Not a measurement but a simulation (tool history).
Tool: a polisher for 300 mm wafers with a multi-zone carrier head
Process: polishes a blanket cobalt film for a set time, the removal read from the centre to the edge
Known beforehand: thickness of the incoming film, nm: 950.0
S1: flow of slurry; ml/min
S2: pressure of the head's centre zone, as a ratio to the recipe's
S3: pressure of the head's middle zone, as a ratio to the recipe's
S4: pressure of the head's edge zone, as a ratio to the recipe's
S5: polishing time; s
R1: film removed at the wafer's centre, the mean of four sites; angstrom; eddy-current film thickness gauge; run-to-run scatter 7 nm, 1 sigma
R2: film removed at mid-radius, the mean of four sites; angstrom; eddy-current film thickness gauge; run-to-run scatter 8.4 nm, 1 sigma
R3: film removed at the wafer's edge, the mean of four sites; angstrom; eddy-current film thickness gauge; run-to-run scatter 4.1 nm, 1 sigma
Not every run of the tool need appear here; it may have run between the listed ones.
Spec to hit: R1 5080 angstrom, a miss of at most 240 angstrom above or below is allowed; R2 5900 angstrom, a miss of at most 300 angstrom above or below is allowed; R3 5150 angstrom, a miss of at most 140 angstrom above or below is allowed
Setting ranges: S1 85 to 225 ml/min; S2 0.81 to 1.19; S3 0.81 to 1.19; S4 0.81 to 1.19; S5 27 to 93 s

{"run": 1, "day": 0.0, "S1": 145, "S2": 1, "S3": 1, "S4": 1, "S5": 59, "R1": 3962, "R2": 4002.9, "R3": 3895.4}
{"run": 2, "day": 0.1, "S1": 145, "S2": 1, "S3": 1, "S4": 1, "S5": 66, "R1": 4390.2, "R2": 4341.5, "R3": 4363.6}
{"run": 3, "day": 0.283, "S1": 145, "S2": 1, "S3": 1, "S4": 1.05, "S5": 66, "R1": 4464.5, "R2": 4372.9, "R3": 4507.8}
{"run": 4, "day": 0.588, "S1": 155, "S2": 1, "S3": 1.04, "S4": 1.06, "S5": 67, "R1": 4500.7, "R2": 4654.8, "R3": 4713.4}
{"run": 5, "day": 0.796, "S1": 155, "S2": 1, "S3": 1.04, "S4": 1.11, "S5": 67, "R1": 4648.5, "R2": 4753.9, "R3": 4767.1}
{"run": 6, "day": 0.846, "S1": 155, "S2": 1, "S3": 1.04, "S4": 1.11, "S5": 81, "R1": 5506.6, "R2": 5765.2, "R3": 5680}
{"run": 7, "day": 1.175, "S1": 150, "S2": 1, "S3": 1.06, "S4": 1.08, "S5": 81, "R1": 5494.2, "R2": 5551.5, "R3": 5579.5}
{"run": 8, "day": 1.358, "S1": 160, "S2": 0.99, "S3": 1.08, "S4": 1.03, "S5": 81, "R1": 5427.2, "R2": 5769.3, "R3": 5582.3}
{"run": 9, "day": 1.629, "S1": 160, "S2": 0.99, "S3": 1.1, "S4": 1, "S5": 81, "R1": 5519.4, "R2": 5827.7, "R3": 5505.9}
{"run": 10, "day": 1.8, "S1": 155, "S2": 0.98, "S3": 1.12, "S4": 0.98, "S5": 81, "R1": 5332.6, "R2": 5801.4, "R3": 5385.2}
{"run": 11, "day": 2.0, "S1": 155, "S2": 0.98, "S3": 1.13, "S4": 0.97, "S5": 81, "R1": 5449.8, "R2": 5955, "R3": 5366.2}
{"run": 12, "day": 2.121, "S1": 150, "S2": 0.97, "S3": 1.13, "S4": 0.97, "S5": 81, "R1": 5383.8, "R2": 5898.3, "R3": 5389.3}
{"run": 13, "day": 2.196, "S1": 150, "S2": 0.96, "S3": 1.14, "S4": 0.96, "S5": 81, "R1": 5241.1, "R2": 5827.4, "R3": 5356.6}

Of the 4 settings listed for the next run, only one would bring every result within its allowed miss of target. Which one?
{"run": "A", "day": 2.271, "S1": 150, "S2": 0.96, "S3": 1.19, "S4": 0.99, "S5": 78, "R1": "?", "R2": "?", "R3": "?"}
{"run": "B", "day": 2.271, "S1": 145, "S2": 0.89, "S3": 1.04, "S4": 1.01, "S5": 82, "R1": "?", "R2": "?", "R3": "?"}
{"run": "C", "day": 2.271, "S1": 165, "S2": 1.04, "S3": 1.11, "S4": 0.93, "S5": 79, "R1": "?", "R2": "?", "R3": "?"}
{"run": "D", "day": 2.271, "S1": 105, "S2": 0.97, "S3": 1.13, "S4": 0.98, "S5": 91, "R1": "?", "R2": "?", "R3": "?"}

move=A R1=5023.9 R2=5919.2 R3=5191
move=B R1=4849.9 R2=5677.5 R3=5489.2
move=C R1=5632.2 R2=5843.4 R3=5179.2
move=D R1=5327.4 R2=6086.8 R3=5648.6
A: hits every target within its allowed miss
B: further off than the last run
C: puts the biggest miss on target and leaves a different result outside tolerance
D: further off than the last run
Correct choice: A, which meets every target
